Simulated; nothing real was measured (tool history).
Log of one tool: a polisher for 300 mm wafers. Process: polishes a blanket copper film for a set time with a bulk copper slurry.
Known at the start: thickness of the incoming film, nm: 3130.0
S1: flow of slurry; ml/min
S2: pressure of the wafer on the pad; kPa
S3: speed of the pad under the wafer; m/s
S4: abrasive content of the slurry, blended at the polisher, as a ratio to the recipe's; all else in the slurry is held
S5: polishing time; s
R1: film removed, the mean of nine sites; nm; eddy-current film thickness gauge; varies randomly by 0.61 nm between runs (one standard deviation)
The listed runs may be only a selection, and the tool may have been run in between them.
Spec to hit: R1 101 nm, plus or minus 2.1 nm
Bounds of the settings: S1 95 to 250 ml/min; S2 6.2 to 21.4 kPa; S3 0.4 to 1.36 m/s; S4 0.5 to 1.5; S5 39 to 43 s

run  hour   S1    S2    S3  S4  S5      R1
  1     0  160  13.8  0.88   1  43  270.44
  2   3.7  155  12.4  0.82   1  43  234.31
  3  10.7  150    11  0.74   1  43  192.23
  4  12.2  145  10.3  0.68   1  43  170.11
  5  16.6  140   9.7  0.64   1  43  154.24
  6    21  135     9  0.62   1  43  139.03
  7    28  130   8.3  0.62   1  43  128.21
  8  35.4  130   8.3  0.62   1  43  127.24

Pick the move, out of 4, that brings all results within their allowed miss; only one does.
  A  42.8  100   11  0.72   0.9  43   ?
  B  42.8  125  6.9  1.18  1.25  40   ?
  C  42.8  125   11  0.56   0.9  42   ?
  D  42.8  130  6.9  0.62     1  40   ?

move      R1
   A  169.58
   B  158.71
   C  151.57
   D   100.5
A: further off than the last run
B: further off than the last run
C: further off than the last run
D: all results in spec
Move D is the one to make.
